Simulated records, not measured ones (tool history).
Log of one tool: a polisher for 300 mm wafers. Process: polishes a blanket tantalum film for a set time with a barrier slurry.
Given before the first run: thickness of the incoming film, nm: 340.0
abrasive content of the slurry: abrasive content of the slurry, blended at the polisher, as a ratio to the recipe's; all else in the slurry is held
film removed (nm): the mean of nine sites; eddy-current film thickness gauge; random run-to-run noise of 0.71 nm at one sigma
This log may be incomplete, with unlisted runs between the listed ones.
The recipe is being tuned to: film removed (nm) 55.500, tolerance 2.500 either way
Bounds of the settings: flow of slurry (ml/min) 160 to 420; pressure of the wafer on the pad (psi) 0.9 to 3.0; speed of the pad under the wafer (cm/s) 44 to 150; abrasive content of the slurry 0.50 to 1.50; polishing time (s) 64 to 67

run,day,flow of slurry (ml/min),pressure of the wafer on the pad (psi),speed of the pad under the wafer (cm/s),abrasive content of the slurry,polishing time (s),film removed (nm)
1,0.000,270,1.9,96,1.00,64,104.840
2,0.254,270,1.7,94,1.00,64,94.482
3,0.392,270,1.5,94,1.00,64,84.174
4,0.733,270,1.5,116,1.00,64,103.260
5,0.862,270,1.4,112,1.00,64,92.398
6,1.112,270,1.3,108,1.00,64,86.737
7,1.400,270,1.2,104,1.00,64,77.246
8,1.617,270,1.2,102,1.00,64,75.222
9,1.754,270,1.2,100,1.00,64,74.698

5 next moves are on the table. One of them brings every result within its allowed miss. Which?
A,1.892,270,1.2,72,1.15,64,?
B,1.892,290,1.2,94,0.90,64,?
C,1.892,255,1.1,74,0.85,64,?
D,1.892,290,0.9,88,0.90,64,?
E,1.892,335,0.9,74,1.45,64,?

move,film removed (nm)
A,56.311
B,67.833
C,48.830
D,51.222
E,50.121
A: every result within its allowed miss
B: moves toward the targets from the last run without getting all of them in spec
C: pushes the last run's worst result past its target
D: pushes the last run's worst result past its target
E: pushes the last run's worst result past its target
A meets every target.

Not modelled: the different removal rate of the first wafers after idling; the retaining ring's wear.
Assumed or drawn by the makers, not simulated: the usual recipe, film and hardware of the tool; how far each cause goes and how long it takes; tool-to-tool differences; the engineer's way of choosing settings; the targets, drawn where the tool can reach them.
